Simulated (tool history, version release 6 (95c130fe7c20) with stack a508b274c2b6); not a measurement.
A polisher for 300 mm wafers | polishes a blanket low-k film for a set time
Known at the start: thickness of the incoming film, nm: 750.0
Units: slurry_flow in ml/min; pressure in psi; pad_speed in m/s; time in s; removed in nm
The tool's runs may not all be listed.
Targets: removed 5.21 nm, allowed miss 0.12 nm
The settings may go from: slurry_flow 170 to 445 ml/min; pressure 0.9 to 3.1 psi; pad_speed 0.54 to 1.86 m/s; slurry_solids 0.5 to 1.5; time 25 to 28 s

| run | hour | slurry_flow | pressure | pad_speed | slurry_solids | time | removed |
|---|---|---|---|---|---|---|---|
| 1 | 0 | 285 | 2 | 1.18 | 1 | 28 | 10.201 |
| 2 | 2.9 | 340 | 2 | 1.18 | 1 | 28 | 10.342 |
| 3 | 6.5 | 340 | 2.3 | 1.18 | 1 | 28 | 11.888 |
| 4 | 9.2 | 340 | 2.3 | 1.18 | 1.1 | 28 | 12.037 |
| 5 | 16.9 | 340 | 2.3 | 1.18 | 1.1 | 28 | 12.142 |
| 6 | 20.1 | 340 | 2 | 1.12 | 1.1 | 28 | 10.292 |
| 7 | 23.2 | 340 | 1.8 | 1.06 | 1.1 | 28 | 8.7755 |
| 8 | 31.5 | 340 | 1.6 | 1.04 | 1.1 | 28 | 7.6701 |
| 9 | 36.7 | 340 | 1.5 | 1.04 | 1.1 | 28 | 7.21 |
| 10 | 41.4 | 340 | 1.4 | 1.04 | 1.1 | 28 | 6.7648 |
| 11 | 46 | 340 | 1.3 | 1.04 | 1.1 | 28 | 6.3065 |
| 12 | 50.5 | 340 | 1.2 | 1.04 | 1.1 | 28 | 5.9125 |
| 13 | 51.7 | 340 | 1.1 | 1.04 | 1.1 | 28 | 5.3685 |
| 14 | 56.3 | 340 | 1.1 | 1.04 | 1.1 | 28 | 5.3511 |

5 next moves are on the table. One of them brings every result within its allowed miss. Which?
| A | 60.9 | 370 | 1.1 | 1.3 | 0.8 | 26 | ? |
| B | 60.9 | 250 | 1.1 | 1.18 | 0.85 | 28 | ? |
| C | 60.9 | 300 | 1.2 | 1.02 | 1 | 26 | ? |
| D | 60.9 | 350 | 1.1 | 1.14 | 1.1 | 26 | ? |
| E | 60.9 | 365 | 1 | 1.24 | 1.15 | 27 | ? |

| move | removed |
|---|---|
| A | 5.5471 |
| B | 5.4099 |
| C | 5.1748 |
| D | 5.4196 |
| E | 5.5876 |
A: further off than the last run
B: further off than the last run
C: meets every target
D: further off than the last run
E: further off than the last run
Move C is the one to make.
